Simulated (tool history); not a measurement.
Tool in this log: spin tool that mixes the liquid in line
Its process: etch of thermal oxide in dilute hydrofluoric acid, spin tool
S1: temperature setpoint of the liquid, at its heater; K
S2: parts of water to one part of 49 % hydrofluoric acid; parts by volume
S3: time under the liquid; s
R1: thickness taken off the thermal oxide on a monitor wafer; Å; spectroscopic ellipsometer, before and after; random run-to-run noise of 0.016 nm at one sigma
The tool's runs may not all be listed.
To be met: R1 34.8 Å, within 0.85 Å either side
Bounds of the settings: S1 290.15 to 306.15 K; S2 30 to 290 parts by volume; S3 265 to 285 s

| run | hour | S1 | S2 | S3 | R1 |
|---|---|---|---|---|---|
| 1 | 0 | 298.15 | 160 | 265 | 78.181 |
| 2 | 4.8 | 301.15 | 160 | 265 | 87.808 |
| 3 | 8.6 | 299.65 | 170 | 265 | 76.867 |
| 4 | 14.4 | 301.15 | 170 | 265 | 80.833 |
| 5 | 15.6 | 299.65 | 180 | 265 | 72.329 |
| 6 | 19.5 | 296.15 | 180 | 265 | 62.643 |
| 7 | 25 | 295.15 | 190 | 265 | 56.697 |
| 8 | 31.5 | 291.15 | 245 | 265 | 35.682 |

Exercise: of the 4 proposed moves below, exactly one satisfies all targets within the stated allowed misses. Which move is it?
| A | 38 | 291.15 | 245 | 270 | ? |
| B | 38 | 290.15 | 250 | 285 | ? |
| C | 38 | 290.65 | 260 | 285 | ? |
| D | 38 | 291.65 | 245 | 270 | ? |

| move | R1 |
|---|---|
| A | 36.488 |
| B | 36.153 |
| C | 35.132 |
| D | 37.195 |
A: its largest miss is bigger than the last run's
B: its largest miss is bigger than the last run's
C: each result inside its tolerance
D: its largest miss is bigger than the last run's
Go with C: it meets all targets.
